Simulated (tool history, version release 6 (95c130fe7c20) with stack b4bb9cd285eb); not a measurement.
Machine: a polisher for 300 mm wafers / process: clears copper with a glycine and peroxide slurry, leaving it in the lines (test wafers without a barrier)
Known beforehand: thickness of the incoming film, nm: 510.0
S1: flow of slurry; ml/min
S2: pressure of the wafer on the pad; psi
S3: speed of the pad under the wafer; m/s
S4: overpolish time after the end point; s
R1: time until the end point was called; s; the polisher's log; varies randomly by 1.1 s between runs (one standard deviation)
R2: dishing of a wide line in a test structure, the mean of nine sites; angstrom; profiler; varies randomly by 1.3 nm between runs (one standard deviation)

run	hour	S1	S2	S3	S4	R1	R2
1	0.0	200	3.4	1.16	26	83.136	806.83
2	1.6	200	3.9	1.16	26	71.769	901.34
3	8.5	200	3.9	1.20	22	69.863	811.61
4	10.8	200	3.9	1.20	17	70.653	669.61
5	19.8	235	3.9	1.20	17	69.066	699.07
6	23.6	235	3.9	1.10	17	74.348	689.59
7	31.3	235	4.0	1.12	16	71.245	667.57

Run 8 comes next. What will it give?
8	38.8	235	4.1	1.12	15	?	?

R1: 70.821 s
R2: 656.17 angstrom
